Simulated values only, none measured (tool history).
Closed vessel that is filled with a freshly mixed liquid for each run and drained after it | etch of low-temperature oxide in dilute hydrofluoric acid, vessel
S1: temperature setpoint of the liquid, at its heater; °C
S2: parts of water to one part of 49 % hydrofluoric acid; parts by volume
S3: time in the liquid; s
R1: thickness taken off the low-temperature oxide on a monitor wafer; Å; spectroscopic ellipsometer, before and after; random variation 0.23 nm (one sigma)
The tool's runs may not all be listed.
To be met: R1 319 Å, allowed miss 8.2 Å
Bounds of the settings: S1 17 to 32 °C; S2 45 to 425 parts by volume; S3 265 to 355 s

run	day	S1	S2	S3	R1
1	0	24	235	355	243.83
2	0.092	24	310	355	171.26
3	0.367	21	310	355	154.06
4	0.7	17.5	310	355	134.62
5	0.921	17.5	265	355	162.97
6	1.221	21.5	255	355	198.32
7	1.471	24.5	250	355	227.88
8	1.625	26.5	245	355	248.83

4 next moves are on the table. One of them brings every result within its allowed miss. Which?
A	1.779	29	230	265	?
B	1.779	28	200	355	?
C	1.779	24.5	190	355	?
D	1.779	26	210	355	?

move	R1
A	220.86
B	339.45
C	317.72
D	297.59
A: further off than the last run
B: takes the result that was furthest off past its target
C: meets every target
D: nearer than the last run, and not there yet
Answer: C
